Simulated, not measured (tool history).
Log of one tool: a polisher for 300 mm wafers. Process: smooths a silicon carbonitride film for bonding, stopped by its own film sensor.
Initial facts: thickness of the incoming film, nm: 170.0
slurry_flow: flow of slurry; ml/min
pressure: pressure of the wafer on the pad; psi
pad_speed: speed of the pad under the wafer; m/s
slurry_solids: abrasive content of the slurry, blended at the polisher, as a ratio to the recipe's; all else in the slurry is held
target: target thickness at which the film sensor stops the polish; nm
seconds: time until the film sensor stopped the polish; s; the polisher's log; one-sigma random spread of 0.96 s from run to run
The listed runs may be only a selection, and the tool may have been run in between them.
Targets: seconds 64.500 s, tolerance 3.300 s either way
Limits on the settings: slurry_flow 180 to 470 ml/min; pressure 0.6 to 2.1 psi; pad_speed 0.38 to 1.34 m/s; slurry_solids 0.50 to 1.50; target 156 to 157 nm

{"run": 1, "hour": 0.0, "slurry_flow": 300, "pressure": 1.3, "pad_speed": 0.86, "slurry_solids": 1.0, "target": 157, "seconds": 100.2}
{"run": 2, "hour": 5.6, "slurry_flow": 300, "pressure": 1.4, "pad_speed": 0.86, "slurry_solids": 1.0, "target": 157, "seconds": 93.164}
{"run": 3, "hour": 13.0, "slurry_flow": 300, "pressure": 1.4, "pad_speed": 0.86, "slurry_solids": 1.0, "target": 157, "seconds": 96.216}
{"run": 4, "hour": 14.6, "slurry_flow": 300, "pressure": 1.4, "pad_speed": 0.86, "slurry_solids": 1.0, "target": 156, "seconds": 97.875}
{"run": 5, "hour": 16.2, "slurry_flow": 300, "pressure": 1.4, "pad_speed": 0.86, "slurry_solids": 1.0, "target": 156, "seconds": 100.03}
{"run": 6, "hour": 16.9, "slurry_flow": 300, "pressure": 1.5, "pad_speed": 0.86, "slurry_solids": 1.0, "target": 156, "seconds": 96.209}
{"run": 7, "hour": 25.3, "slurry_flow": 300, "pressure": 1.6, "pad_speed": 0.88, "slurry_solids": 1.0, "target": 156, "seconds": 87.877}
{"run": 8, "hour": 31.3, "slurry_flow": 300, "pressure": 2.0, "pad_speed": 0.92, "slurry_solids": 1.0, "target": 156, "seconds": 70.077}

Exercise: of the 5 proposed moves below, exactly one satisfies all targets within the stated allowed misses. Which move is it?
{"run": "A", "hour": 37.3, "slurry_flow": 315, "pressure": 2.1, "pad_speed": 0.9, "slurry_solids": 0.95, "target": 157, "seconds": "?"}
{"run": "B", "hour": 37.3, "slurry_flow": 285, "pressure": 2.0, "pad_speed": 0.82, "slurry_solids": 1.0, "target": 156, "seconds": "?"}
{"run": "C", "hour": 37.3, "slurry_flow": 220, "pressure": 2.0, "pad_speed": 0.92, "slurry_solids": 1.0, "target": 156, "seconds": "?"}
{"run": "D", "hour": 37.3, "slurry_flow": 300, "pressure": 2.0, "pad_speed": 0.9, "slurry_solids": 0.95, "target": 156, "seconds": "?"}
{"run": "E", "hour": 37.3, "slurry_flow": 300, "pressure": 2.0, "pad_speed": 0.76, "slurry_solids": 1.0, "target": 157, "seconds": "?"}

move=A seconds=62.785
move=B seconds=75.300
move=C seconds=70.021
move=D seconds=70.930
move=E seconds=74.039
A: all results land within tolerance of their targets
B: the biggest miss grows against the last run
C: just as far off the targets as the last run
D: the biggest miss grows against the last run
E: the biggest miss grows against the last run
A is the move that brings every result within its allowed miss.

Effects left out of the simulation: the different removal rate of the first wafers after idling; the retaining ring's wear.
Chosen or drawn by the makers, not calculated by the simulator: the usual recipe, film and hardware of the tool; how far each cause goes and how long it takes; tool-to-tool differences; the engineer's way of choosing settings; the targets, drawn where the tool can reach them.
